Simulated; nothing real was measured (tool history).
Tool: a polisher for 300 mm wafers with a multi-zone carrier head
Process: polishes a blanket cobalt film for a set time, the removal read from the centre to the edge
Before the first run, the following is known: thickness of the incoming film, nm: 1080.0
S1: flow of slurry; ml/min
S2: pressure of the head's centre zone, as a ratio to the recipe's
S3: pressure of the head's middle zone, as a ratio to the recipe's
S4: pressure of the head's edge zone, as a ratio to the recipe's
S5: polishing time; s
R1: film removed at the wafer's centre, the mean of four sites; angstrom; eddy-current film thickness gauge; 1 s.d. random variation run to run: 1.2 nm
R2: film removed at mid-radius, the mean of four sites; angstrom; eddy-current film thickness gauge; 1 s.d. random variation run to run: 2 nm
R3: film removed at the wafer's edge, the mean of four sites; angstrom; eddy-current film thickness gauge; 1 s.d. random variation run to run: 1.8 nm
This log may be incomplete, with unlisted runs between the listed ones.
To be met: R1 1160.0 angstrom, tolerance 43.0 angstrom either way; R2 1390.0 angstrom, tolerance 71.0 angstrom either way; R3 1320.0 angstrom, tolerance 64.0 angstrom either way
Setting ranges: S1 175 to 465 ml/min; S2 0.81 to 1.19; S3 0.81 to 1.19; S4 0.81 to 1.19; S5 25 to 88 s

| run | day | S1 | S2 | S3 | S4 | S5 | R1 | R2 | R3 |
|---|---|---|---|---|---|---|---|---|---|
| 1 | 0.000 | 295 | 1.00 | 1.00 | 1.00 | 56 | 1556.9 | 1588.8 | 1567.9 |
| 2 | 0.088 | 295 | 0.94 | 1.00 | 1.00 | 56 | 1440.0 | 1589.1 | 1586.8 |
| 3 | 0.225 | 295 | 0.92 | 1.00 | 0.98 | 54 | 1370.0 | 1541.7 | 1530.8 |
| 4 | 0.542 | 295 | 0.91 | 1.00 | 0.96 | 52 | 1302.9 | 1494.8 | 1414.7 |
| 5 | 0.733 | 290 | 0.89 | 0.99 | 0.95 | 51 | 1249.9 | 1416.6 | 1397.1 |
| 6 | 0.971 | 285 | 0.88 | 0.99 | 0.94 | 51 | 1230.3 | 1484.7 | 1379.2 |
| 7 | 1.067 | 285 | 0.88 | 0.98 | 0.94 | 51 | 1225.9 | 1434.0 | 1420.4 |
| 8 | 1.321 | 285 | 0.88 | 0.98 | 0.93 | 50 | 1219.8 | 1379.0 | 1366.7 |

Which single option among these 5 for the next run brings every result within its allowed miss of target? Just one does.
| A | 1.575 | 300 | 0.81 | 1.00 | 0.98 | 48 | ? | ? | ? |
| B | 1.575 | 300 | 0.89 | 0.97 | 0.91 | 43 | ? | ? | ? |
| C | 1.575 | 255 | 0.86 | 0.97 | 0.89 | 50 | ? | ? | ? |
| D | 1.575 | 275 | 0.89 | 1.12 | 0.89 | 44 | ? | ? | ? |
| E | 1.575 | 275 | 0.90 | 1.05 | 0.85 | 47 | ? | ? | ? |

| move | R1 | R2 | R3 |
|---|---|---|---|
| A | 1106.9 | 1397.5 | 1333.6 |
| B | 1090.2 | 1219.8 | 1154.3 |
| C | 1199.9 | 1392.9 | 1310.2 |
| D | 1105.1 | 1397.2 | 1158.5 |
| E | 1193.3 | 1412.4 | 1213.2 |
A: carries the result that was furthest off beyond its target, to the other side
B: carries the result that was furthest off beyond its target, to the other side
C: all results in spec
D: carries the result that was furthest off beyond its target, to the other side
E: meets the target for the result that was furthest off, but another lies outside its allowed miss
Correct choice: C, which meets every target
